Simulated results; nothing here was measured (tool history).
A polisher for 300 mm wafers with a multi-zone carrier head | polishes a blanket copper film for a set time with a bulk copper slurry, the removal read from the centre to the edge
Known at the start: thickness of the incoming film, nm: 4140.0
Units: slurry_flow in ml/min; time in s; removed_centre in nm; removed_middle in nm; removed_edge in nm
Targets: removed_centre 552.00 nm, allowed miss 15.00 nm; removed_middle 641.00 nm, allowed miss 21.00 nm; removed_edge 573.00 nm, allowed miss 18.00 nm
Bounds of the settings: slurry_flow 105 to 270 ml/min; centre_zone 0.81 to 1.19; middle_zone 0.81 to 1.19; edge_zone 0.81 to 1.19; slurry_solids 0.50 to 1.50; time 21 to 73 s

{"run": 1, "day": 0.0, "slurry_flow": 175, "centre_zone": 1.0, "middle_zone": 1.0, "edge_zone": 1.0, "slurry_solids": 1.0, "time": 47, "removed_centre": 693.55, "removed_middle": 701.38, "removed_edge": 661.42}
{"run": 2, "day": 0.029, "slurry_flow": 175, "centre_zone": 1.0, "middle_zone": 1.0, "edge_zone": 1.0, "slurry_solids": 1.2, "time": 47, "removed_centre": 700.88, "removed_middle": 723.25, "removed_edge": 689.35}
{"run": 3, "day": 0.154, "slurry_flow": 175, "centre_zone": 1.0, "middle_zone": 1.0, "edge_zone": 1.04, "slurry_solids": 1.2, "time": 47, "removed_centre": 715.11, "removed_middle": 709.03, "removed_edge": 711.79}
{"run": 4, "day": 0.279, "slurry_flow": 165, "centre_zone": 0.97, "middle_zone": 0.98, "edge_zone": 1.0, "slurry_solids": 1.1, "time": 47, "removed_centre": 667.64, "removed_middle": 698.57, "removed_edge": 683.8}
{"run": 5, "day": 0.629, "slurry_flow": 160, "centre_zone": 0.95, "middle_zone": 0.97, "edge_zone": 0.97, "slurry_solids": 1.0, "time": 47, "removed_centre": 638.79, "removed_middle": 662.25, "removed_edge": 642.79}
{"run": 6, "day": 0.658, "slurry_flow": 160, "centre_zone": 0.95, "middle_zone": 0.97, "edge_zone": 0.97, "slurry_solids": 1.15, "time": 47, "removed_centre": 654.76, "removed_middle": 681.28, "removed_edge": 666.86}
{"run": 7, "day": 0.712, "slurry_flow": 150, "centre_zone": 0.93, "middle_zone": 0.97, "edge_zone": 0.93, "slurry_solids": 1.1, "time": 47, "removed_centre": 627.61, "removed_middle": 666.9, "removed_edge": 648.88}
{"run": 8, "day": 0.946, "slurry_flow": 145, "centre_zone": 0.91, "middle_zone": 0.98, "edge_zone": 0.91, "slurry_solids": 1.0, "time": 47, "removed_centre": 601.71, "removed_middle": 654.05, "removed_edge": 625.32}
{"run": 9, "day": 1.312, "slurry_flow": 140, "centre_zone": 0.9, "middle_zone": 0.99, "edge_zone": 0.89, "slurry_solids": 0.95, "time": 47, "removed_centre": 578.51, "removed_middle": 660.96, "removed_edge": 606.45}
{"run": 10, "day": 1.396, "slurry_flow": 135, "centre_zone": 0.9, "middle_zone": 0.99, "edge_zone": 0.88, "slurry_solids": 0.95, "time": 47, "removed_centre": 579.55, "removed_middle": 642.59, "removed_edge": 604.07}
{"run": 11, "day": 1.479, "slurry_flow": 130, "centre_zone": 0.9, "middle_zone": 1.0, "edge_zone": 0.86, "slurry_solids": 0.95, "time": 47, "removed_centre": 565.62, "removed_middle": 639.77, "removed_edge": 595.48}
{"run": 12, "day": 1.667, "slurry_flow": 130, "centre_zone": 0.9, "middle_zone": 1.0, "edge_zone": 0.86, "slurry_solids": 0.95, "time": 47, "removed_centre": 570.24, "removed_middle": 640.38, "removed_edge": 579.79}

4 next moves are on the table. One of them brings every result within its allowed miss. Which?
{"run": "A", "day": 1.854, "slurry_flow": 125, "centre_zone": 0.93, "middle_zone": 1.07, "edge_zone": 0.93, "slurry_solids": 0.8, "time": 46, "removed_centre": "?", "removed_middle": "?", "removed_edge": "?"}
{"run": "B", "day": 1.854, "slurry_flow": 150, "centre_zone": 0.97, "middle_zone": 1.18, "edge_zone": 0.81, "slurry_solids": 0.8, "time": 44, "removed_centre": "?", "removed_middle": "?", "removed_edge": "?"}
{"run": "C", "day": 1.854, "slurry_flow": 135, "centre_zone": 0.94, "middle_zone": 0.98, "edge_zone": 0.88, "slurry_solids": 0.9, "time": 47, "removed_centre": "?", "removed_middle": "?", "removed_edge": "?"}
{"run": "D", "day": 1.854, "slurry_flow": 150, "centre_zone": 0.88, "middle_zone": 1.19, "edge_zone": 0.85, "slurry_solids": 0.85, "time": 43, "removed_centre": "?", "removed_middle": "?", "removed_edge": "?"}

move=A removed_centre=545.40 removed_middle=631.38 removed_edge=581.17
move=B removed_centre=572.58 removed_middle=686.26 removed_edge=537.92
move=C removed_centre=588.71 removed_middle=624.49 removed_edge=600.89
move=D removed_centre=513.10 removed_middle=683.61 removed_edge=543.07
A: meets every target
B: further off than the last run
C: further off than the last run
D: takes the result that was furthest off past its target
Answer: A
